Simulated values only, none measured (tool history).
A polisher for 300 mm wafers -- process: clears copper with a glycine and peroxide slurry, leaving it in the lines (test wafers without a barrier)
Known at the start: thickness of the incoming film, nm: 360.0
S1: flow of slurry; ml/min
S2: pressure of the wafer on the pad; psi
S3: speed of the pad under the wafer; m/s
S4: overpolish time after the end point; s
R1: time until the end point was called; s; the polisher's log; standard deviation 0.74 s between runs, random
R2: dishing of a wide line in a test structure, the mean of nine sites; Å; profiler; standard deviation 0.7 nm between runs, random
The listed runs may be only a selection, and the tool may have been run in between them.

run 1 hour=0 | S1=180 S2=2.2 S3=1.14 S4=21 | R1=73.213 R2=528.59
run 2 hour=6 | S1=145 S2=2.2 S3=1.14 S4=21 | R1=72.376 R2=526.67
run 3 hour=12.2 | S1=110 S2=2.2 S3=1.14 S4=21 | R1=75.966 R2=510.25
run 4 hour=13.4 | S1=110 S2=2.2 S3=1.14 S4=29 | R1=77.822 R2=623.66
run 5 hour=16.1 | S1=110 S2=1.7 S3=1.14 S4=29 | R1=93.709 R2=549.43
run 6 hour=21.9 | S1=110 S2=1.7 S3=1.14 S4=21 | R1=91.804 R2=458.75
run 7 hour=29.6 | S1=115 S2=2 S3=1.14 S4=23 | R1=81.048 R2=516.34
run 8 hour=36.4 | S1=120 S2=2.2 S3=1.14 S4=24 | R1=75.454 R2=569.95

Expected results for the next run?
run 9 hour=40.7 | S1=120 S2=2.3 S3=1.14 S4=24 | R1=? R2=?

{"run 9": {"R1": 74.033, "R2": 558.37}}
